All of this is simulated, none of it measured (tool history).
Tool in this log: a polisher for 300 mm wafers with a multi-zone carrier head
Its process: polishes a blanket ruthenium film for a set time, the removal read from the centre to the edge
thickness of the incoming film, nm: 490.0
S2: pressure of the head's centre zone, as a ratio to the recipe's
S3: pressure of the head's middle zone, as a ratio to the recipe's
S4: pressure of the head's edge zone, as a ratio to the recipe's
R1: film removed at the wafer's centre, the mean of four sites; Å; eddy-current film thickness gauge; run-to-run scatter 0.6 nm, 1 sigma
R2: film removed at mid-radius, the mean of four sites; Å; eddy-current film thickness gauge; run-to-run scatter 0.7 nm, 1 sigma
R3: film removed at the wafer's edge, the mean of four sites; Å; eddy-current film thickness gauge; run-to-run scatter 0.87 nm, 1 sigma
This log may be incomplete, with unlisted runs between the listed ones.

run 1 hour=0 | flow_of_slurry_(ml/min)=310 S2=1 S3=1 S4=1 polishing_time_(s)=49 | R1=519.02 R2=531.01 R3=524.02
run 2 hour=4.3 | flow_of_slurry_(ml/min)=315 S2=1 S3=1.02 S4=1 polishing_time_(s)=50 | R1=531.21 R2=546.81 R3=538.89
run 3 hour=5.4 | flow_of_slurry_(ml/min)=315 S2=1 S3=1.04 S4=0.99 polishing_time_(s)=51 | R1=545.11 R2=574.59 R3=539.3
run 4 hour=8.9 | flow_of_slurry_(ml/min)=320 S2=1 S3=1.06 S4=1 polishing_time_(s)=52 | R1=565.95 R2=587.6 R3=562.09
run 5 hour=10.7 | flow_of_slurry_(ml/min)=320 S2=1.07 S3=1.06 S4=1 polishing_time_(s)=52 | R1=611.08 R2=586.05 R3=550.5
run 6 hour=16.3 | flow_of_slurry_(ml/min)=320 S2=1.06 S3=1.07 S4=1 polishing_time_(s)=53 | R1=614.79 R2=616.45 R3=565.53
run 7 hour=24.2 | flow_of_slurry_(ml/min)=320 S2=1.05 S3=1.08 S4=1 polishing_time_(s)=54 | R1=614.12 R2=619.54 R3=579.52
run 8 hour=25.7 | flow_of_slurry_(ml/min)=325 S2=1.04 S3=1.09 S4=0.99 polishing_time_(s)=55 | R1=622 R2=647.09 R3=584.53
run 9 hour=27.4 | flow_of_slurry_(ml/min)=375 S2=1.01 S3=1.19 S4=1.07 polishing_time_(s)=60 | R1=652.82 R2=763.69 R3=669.93

What will run 10 give?
run 10 hour=31 | flow_of_slurry_(ml/min)=375 S2=1.01 S3=1.19 S4=1.06 polishing_time_(s)=60 | R1=? R2=? R3=?

R1: 667.19 Å
R2: 773.51 Å
R3: 651.26 Å
